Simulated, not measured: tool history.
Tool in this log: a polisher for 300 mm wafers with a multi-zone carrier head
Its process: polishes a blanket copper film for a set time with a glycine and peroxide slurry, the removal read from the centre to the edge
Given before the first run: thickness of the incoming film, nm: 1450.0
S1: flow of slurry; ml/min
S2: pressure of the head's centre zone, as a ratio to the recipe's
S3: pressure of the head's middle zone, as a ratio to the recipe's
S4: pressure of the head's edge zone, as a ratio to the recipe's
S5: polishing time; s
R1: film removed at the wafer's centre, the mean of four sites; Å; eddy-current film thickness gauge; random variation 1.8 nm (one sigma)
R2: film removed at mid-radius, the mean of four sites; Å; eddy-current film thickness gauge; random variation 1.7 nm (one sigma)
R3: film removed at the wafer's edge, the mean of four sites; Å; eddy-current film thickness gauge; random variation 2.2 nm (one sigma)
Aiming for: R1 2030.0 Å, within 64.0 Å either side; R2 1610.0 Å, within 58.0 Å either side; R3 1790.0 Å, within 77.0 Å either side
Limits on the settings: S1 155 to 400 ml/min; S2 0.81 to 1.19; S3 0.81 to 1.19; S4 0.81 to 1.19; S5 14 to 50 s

{"run": 1, "hour": 0.0, "S1": 255, "S2": 1.0, "S3": 1.0, "S4": 1.0, "S5": 32, "R1": 1390.3, "R2": 1406.0, "R3": 1422.5}
{"run": 2, "hour": 5.7, "S1": 255, "S2": 1.0, "S3": 0.94, "S4": 1.0, "S5": 32, "R1": 1417.6, "R2": 1332.8, "R3": 1409.6}
{"run": 3, "hour": 6.9, "S1": 255, "S2": 1.0, "S3": 0.99, "S4": 1.0, "S5": 32, "R1": 1396.8, "R2": 1393.6, "R3": 1381.6}
{"run": 4, "hour": 13.8, "S1": 265, "S2": 1.05, "S3": 0.98, "S4": 1.04, "S5": 34, "R1": 1599.8, "R2": 1467.2, "R3": 1543.1}
{"run": 5, "hour": 22.5, "S1": 265, "S2": 1.05, "S3": 0.98, "S4": 1.04, "S5": 29, "R1": 1357.6, "R2": 1259.0, "R3": 1276.2}
{"run": 6, "hour": 27.2, "S1": 265, "S2": 1.05, "S3": 0.98, "S4": 1.04, "S5": 32, "R1": 1503.0, "R2": 1370.9, "R3": 1437.8}
{"run": 7, "hour": 29.7, "S1": 305, "S2": 1.15, "S3": 1.01, "S4": 1.14, "S5": 37, "R1": 1905.1, "R2": 1635.1, "R3": 1729.6}
{"run": 8, "hour": 31.6, "S1": 305, "S2": 1.16, "S3": 1.0, "S4": 1.15, "S5": 37, "R1": 1933.7, "R2": 1629.3, "R3": 1706.1}
{"run": 9, "hour": 39.2, "S1": 305, "S2": 1.16, "S3": 0.98, "S4": 1.16, "S5": 37, "R1": 1949.3, "R2": 1610.8, "R3": 1719.3}
{"run": 10, "hour": 46.4, "S1": 305, "S2": 1.16, "S3": 0.97, "S4": 1.17, "S5": 37, "R1": 1957.8, "R2": 1614.7, "R3": 1714.1}
{"run": 11, "hour": 54.9, "S1": 300, "S2": 1.15, "S3": 0.94, "S4": 1.18, "S5": 37, "R1": 1907.6, "R2": 1538.0, "R3": 1694.0}
{"run": 12, "hour": 63.7, "S1": 305, "S2": 1.15, "S3": 0.94, "S4": 1.18, "S5": 37, "R1": 1911.5, "R2": 1544.3, "R3": 1750.9}
{"run": 13, "hour": 72.3, "S1": 310, "S2": 1.16, "S3": 0.95, "S4": 1.18, "S5": 37, "R1": 1926.2, "R2": 1601.1, "R3": 1745.4}

Which single option among these 4 for the next run brings every result within its allowed miss of target? Just one does.
{"run": "A", "hour": 80.9, "S1": 400, "S2": 1.19, "S3": 0.95, "S4": 1.15, "S5": 37, "R1": "?", "R2": "?", "R3": "?"}
{"run": "B", "hour": 80.9, "S1": 260, "S2": 1.19, "S3": 1.01, "S4": 1.14, "S5": 36, "R1": "?", "R2": "?", "R3": "?"}
{"run": "C", "hour": 80.9, "S1": 400, "S2": 1.02, "S3": 0.94, "S4": 1.17, "S5": 38, "R1": "?", "R2": "?", "R3": "?"}
{"run": "D", "hour": 80.9, "S1": 365, "S2": 1.08, "S3": 0.97, "S4": 1.17, "S5": 36, "R1": "?", "R2": "?", "R3": "?"}

move=A R1=2064.2 R2=1616.9 R3=1751.9
move=B R1=1921.5 R2=1590.6 R3=1646.4
move=C R1=1815.1 R2=1647.4 R3=1809.9
move=D R1=1807.6 R2=1590.4 R3=1704.5
A: all results land within tolerance of their targets
B: further off than the last run
C: further off than the last run
D: further off than the last run
So the answer is move A, the one that meets all the targets.
